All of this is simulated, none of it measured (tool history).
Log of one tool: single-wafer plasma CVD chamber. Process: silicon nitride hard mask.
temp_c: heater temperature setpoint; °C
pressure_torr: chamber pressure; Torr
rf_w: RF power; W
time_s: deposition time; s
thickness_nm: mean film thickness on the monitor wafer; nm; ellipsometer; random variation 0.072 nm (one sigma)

Run 1, hour 0: temp_c 390 °C, pressure_torr 1.51 Torr, rf_w 365 W, time_s 27.1 s. Result: thickness_nm 35.018 nm.
Run 2, hour 8.1: temp_c 390 °C, pressure_torr 1.36 Torr, rf_w 335 W, time_s 26.9 s. Result: thickness_nm 31.473 nm.
Run 3, hour 12.5: temp_c 390 °C, pressure_torr 1.36 Torr, rf_w 335 W, time_s 25.7 s. Result: thickness_nm 30.111 nm.
Run 4, hour 20.8: temp_c 390 °C, pressure_torr 1.36 Torr, rf_w 370 W, time_s 25.7 s. Result: thickness_nm 32.113 nm.
Run 5, hour 27: temp_c 390 °C, pressure_torr 1.36 Torr, rf_w 370 W, time_s 25.7 s. Result: thickness_nm 32.029 nm.
Run 6, hour 34.9: temp_c 390 °C, pressure_torr 1.36 Torr, rf_w 370 W, time_s 25.7 s. Result: thickness_nm 32.239 nm.

The next listed run, before its measurement:
Run 7, hour 36.2: temp_c 391 °C, pressure_torr 1.06 Torr, rf_w 310 W, time_s 25.7 s. Result: thickness_nm ?.

Run 7 gave thickness_nm 25.833 nm.
